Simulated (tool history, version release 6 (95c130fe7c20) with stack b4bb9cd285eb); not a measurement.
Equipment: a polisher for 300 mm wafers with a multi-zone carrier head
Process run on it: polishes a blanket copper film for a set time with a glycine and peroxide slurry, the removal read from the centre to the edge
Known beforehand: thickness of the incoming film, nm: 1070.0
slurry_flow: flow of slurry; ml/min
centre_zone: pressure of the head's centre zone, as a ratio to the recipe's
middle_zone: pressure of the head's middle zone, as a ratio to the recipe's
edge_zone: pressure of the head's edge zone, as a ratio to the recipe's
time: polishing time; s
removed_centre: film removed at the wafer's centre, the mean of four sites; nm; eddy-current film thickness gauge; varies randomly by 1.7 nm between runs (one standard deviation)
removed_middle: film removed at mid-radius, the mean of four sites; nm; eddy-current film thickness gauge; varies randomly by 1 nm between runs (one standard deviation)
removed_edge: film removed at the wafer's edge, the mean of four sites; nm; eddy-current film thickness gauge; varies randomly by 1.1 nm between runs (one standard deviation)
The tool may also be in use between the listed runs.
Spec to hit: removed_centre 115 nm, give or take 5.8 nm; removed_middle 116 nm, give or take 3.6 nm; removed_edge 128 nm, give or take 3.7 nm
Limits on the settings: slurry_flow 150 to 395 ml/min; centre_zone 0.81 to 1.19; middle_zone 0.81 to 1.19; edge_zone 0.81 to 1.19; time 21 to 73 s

Run 1, day 0: slurry_flow 250 ml/min, centre_zone 1, middle_zone 1, edge_zone 1, time 47 s. Result: removed_centre 208.4 nm, removed_middle 212.38 nm, removed_edge 201.33 nm.
Run 2, day 0.183: slurry_flow 250 ml/min, centre_zone 1, middle_zone 1, edge_zone 0.93, time 47 s. Result: removed_centre 215.86 nm, removed_middle 209.64 nm, removed_edge 192.62 nm.
Run 3, day 0.521: slurry_flow 250 ml/min, centre_zone 0.95, middle_zone 1, edge_zone 0.93, time 47 s. Result: removed_centre 201.64 nm, removed_middle 211.09 nm, removed_edge 192.13 nm.
Run 4, day 0.638: slurry_flow 250 ml/min, centre_zone 0.95, middle_zone 1.08, edge_zone 0.93, time 47 s. Result: removed_centre 199.86 nm, removed_middle 226.61 nm, removed_edge 193.07 nm.
Run 5, day 0.762: slurry_flow 250 ml/min, centre_zone 0.95, middle_zone 1.08, edge_zone 1, time 47 s. Result: removed_centre 203.4 nm, removed_middle 226.91 nm, removed_edge 199.41 nm.
Run 6, day 1.079: slurry_flow 250 ml/min, centre_zone 0.95, middle_zone 1.14, edge_zone 1, time 47 s. Result: removed_centre 201.28 nm, removed_middle 239.89 nm, removed_edge 200.95 nm.
At day 1.425: edge zone pressure recalibrated.
Run 7, day 1.425: slurry_flow 235 ml/min, centre_zone 0.92, middle_zone 1.07, edge_zone 1.01, time 42 s. Result: removed_centre 171.86 nm, removed_middle 198.14 nm, removed_edge 187.01 nm.
Run 8, day 1.692: slurry_flow 240 ml/min, centre_zone 0.92, middle_zone 1.03, edge_zone 0.98, time 38 s. Result: removed_centre 155.15 nm, removed_middle 176.25 nm, removed_edge 165.29 nm.
Run 9, day 1.746: slurry_flow 240 ml/min, centre_zone 0.92, middle_zone 1.03, edge_zone 0.98, time 38 s. Result: removed_centre 156.72 nm, removed_middle 172.95 nm, removed_edge 165.98 nm.
Run 10, day 1.925: slurry_flow 240 ml/min, centre_zone 0.9, middle_zone 0.99, edge_zone 0.96, time 36 s. Result: removed_centre 145.09 nm, removed_middle 161.82 nm, removed_edge 157.4 nm.
Run 11, day 2.238: slurry_flow 230 ml/min, centre_zone 0.89, middle_zone 0.95, edge_zone 0.94, time 34 s. Result: removed_centre 131.79 nm, removed_middle 142.94 nm, removed_edge 144.33 nm.
Run 12, day 2.379: slurry_flow 220 ml/min, centre_zone 0.88, middle_zone 0.92, edge_zone 0.92, time 34 s. Result: removed_centre 131.82 nm, removed_middle 139.11 nm, removed_edge 142.89 nm.
Run 13, day 2.492: slurry_flow 210 ml/min, centre_zone 0.87, middle_zone 0.9, edge_zone 0.9, time 34 s. Result: removed_centre 129.5 nm, removed_middle 138.6 nm, removed_edge 142.47 nm.
Run 14, day 2.804: slurry_flow 210 ml/min, centre_zone 0.87, middle_zone 0.88, edge_zone 0.9, time 33 s. Result: removed_centre 124.49 nm, removed_middle 130.83 nm, removed_edge 135.76 nm.
Run 15, day 3.179: slurry_flow 205 ml/min, centre_zone 0.87, middle_zone 0.86, edge_zone 0.9, time 33 s. Result: removed_centre 126.02 nm, removed_middle 125.65 nm, removed_edge 135.01 nm.
Run 16, day 3.488: slurry_flow 200 ml/min, centre_zone 0.86, middle_zone 0.85, edge_zone 0.89, time 33 s. Result: removed_centre 121.01 nm, removed_middle 123.96 nm, removed_edge 135.33 nm.
Run 17, day 3.742: slurry_flow 195 ml/min, centre_zone 0.86, middle_zone 0.84, edge_zone 0.88, time 33 s. Result: removed_centre 121.76 nm, removed_middle 123.85 nm, removed_edge 134.82 nm.

Below are 5 possible settings for the next run. Only one of them brings all results inside the allowed miss of their targets. Which is it?
Run A, day 3.996: slurry_flow 270 ml/min, centre_zone 0.89, middle_zone 0.88, edge_zone 0.83, time 28 s. Result: removed_centre ?, removed_middle ?, removed_edge ?.
Run B, day 3.996: slurry_flow 205 ml/min, centre_zone 0.88, middle_zone 0.86, edge_zone 0.95, time 30 s. Result: removed_centre ?, removed_middle ?, removed_edge ?.
Run C, day 3.996: slurry_flow 205 ml/min, centre_zone 0.87, middle_zone 0.85, edge_zone 0.81, time 30 s. Result: removed_centre ?, removed_middle ?, removed_edge ?.
Run D, day 3.996: slurry_flow 165 ml/min, centre_zone 0.99, middle_zone 0.88, edge_zone 0.87, time 31 s. Result: removed_centre ?, removed_middle ?, removed_edge ?.
Run E, day 3.996: slurry_flow 190 ml/min, centre_zone 0.88, middle_zone 0.94, edge_zone 0.82, time 30 s. Result: removed_centre ?, removed_middle ?, removed_edge ?.

move  removed_centre  removed_middle  removed_edge
   A          111.63          113.08        115.61
   B          113.39          114.48        128.11
   C          112.09          113.41         119.2
   D          126.24          115.82        123.45
   E          111.86          121.71        118.58
A: puts the biggest miss on target and leaves a different result outside tolerance
B: every result within its allowed miss
C: puts the biggest miss on target and leaves a different result outside tolerance
D: puts the biggest miss on target and leaves a different result outside tolerance
E: moves away from the targets compared with the last run
The move that meets every target is B.

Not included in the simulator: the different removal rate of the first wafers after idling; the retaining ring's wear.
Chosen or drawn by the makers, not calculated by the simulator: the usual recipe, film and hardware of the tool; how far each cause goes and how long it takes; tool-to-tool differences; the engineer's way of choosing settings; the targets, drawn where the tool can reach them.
